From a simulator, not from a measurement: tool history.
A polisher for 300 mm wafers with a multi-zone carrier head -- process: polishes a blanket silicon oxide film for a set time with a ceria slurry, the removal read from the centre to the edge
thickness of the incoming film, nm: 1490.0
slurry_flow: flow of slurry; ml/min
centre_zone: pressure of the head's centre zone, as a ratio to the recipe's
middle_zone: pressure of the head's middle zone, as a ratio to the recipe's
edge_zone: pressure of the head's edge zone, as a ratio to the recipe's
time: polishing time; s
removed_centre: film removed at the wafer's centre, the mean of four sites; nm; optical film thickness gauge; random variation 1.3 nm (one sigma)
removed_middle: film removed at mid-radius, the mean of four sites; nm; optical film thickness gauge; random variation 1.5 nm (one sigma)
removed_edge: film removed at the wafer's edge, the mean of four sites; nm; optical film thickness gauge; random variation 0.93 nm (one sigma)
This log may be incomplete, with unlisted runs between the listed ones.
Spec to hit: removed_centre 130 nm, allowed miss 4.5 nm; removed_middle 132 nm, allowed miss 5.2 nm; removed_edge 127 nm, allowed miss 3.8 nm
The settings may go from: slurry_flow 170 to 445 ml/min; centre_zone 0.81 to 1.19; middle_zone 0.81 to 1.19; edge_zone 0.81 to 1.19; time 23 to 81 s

run	hour	slurry_flow	centre_zone	middle_zone	edge_zone	time	removed_centre	removed_middle	removed_edge
1	0	285	1	1	1	52	210.58	214.38	207.26
2	6.1	240	1	1	1	52	203.21	210.11	200.38
3	14	235	0.99	0.99	0.98	49	186.03	192.57	187.41
4	20.4	230	0.99	0.99	0.96	47	179.51	187.22	177.83
5	20.9	225	0.99	0.98	0.94	45	170.89	171.89	167.2
6	22.8	220	0.98	0.98	0.92	44	166.67	168.42	161.43
7	26.4	215	0.97	0.98	0.91	43	157.98	161.12	156.98
8	30.2	215	0.97	0.98	0.9	42	156.38	163.78	152.57
9	33.5	215	0.96	0.97	0.89	41	151.95	156.04	149.4
10	36.7	215	0.96	0.97	0.88	40	148.34	152.08	144.49
11	42.5	215	0.96	0.96	0.87	39	142.81	146.58	139.87
12	43.3	215	0.96	0.96	0.86	39	141.44	149.05	140.93
13	45.1	210	0.96	0.95	0.85	38	138.68	145.63	133.64
14	51.3	205	0.96	0.94	0.85	38	137.79	141.27	134.63
15	52.5	205	0.96	0.94	0.84	38	137.53	139.66	132.85
16	60	200	0.95	0.93	0.82	38	136.35	141.67	131.29
17	64	200	0.95	0.92	0.82	38	137.82	140.78	132.68

Which one of the following 5 next-run settings gets every result inside its allowed miss? There is exactly one.
A	68	230	1.05	1.01	0.81	35	?	?	?
B	68	275	1.14	0.85	0.81	35	?	?	?
C	68	180	1.04	0.81	0.99	37	?	?	?
D	68	175	1	0.98	0.92	35	?	?	?
E	68	225	0.83	0.89	0.86	40	?	?	?

move	removed_centre	removed_middle	removed_edge
A	141.3	140.41	123.18
B	157.06	128.77	125.38
C	141.85	124.86	139.21
D	128.4	132.15	126.54
E	126.91	147.94	144.42
A: the biggest miss grows against the last run
B: the biggest miss grows against the last run
C: the biggest miss grows against the last run
D: all results land within tolerance of their targets
E: the worst result of the last run now meets its target, but another is out of spec
Go with D: it meets all targets.

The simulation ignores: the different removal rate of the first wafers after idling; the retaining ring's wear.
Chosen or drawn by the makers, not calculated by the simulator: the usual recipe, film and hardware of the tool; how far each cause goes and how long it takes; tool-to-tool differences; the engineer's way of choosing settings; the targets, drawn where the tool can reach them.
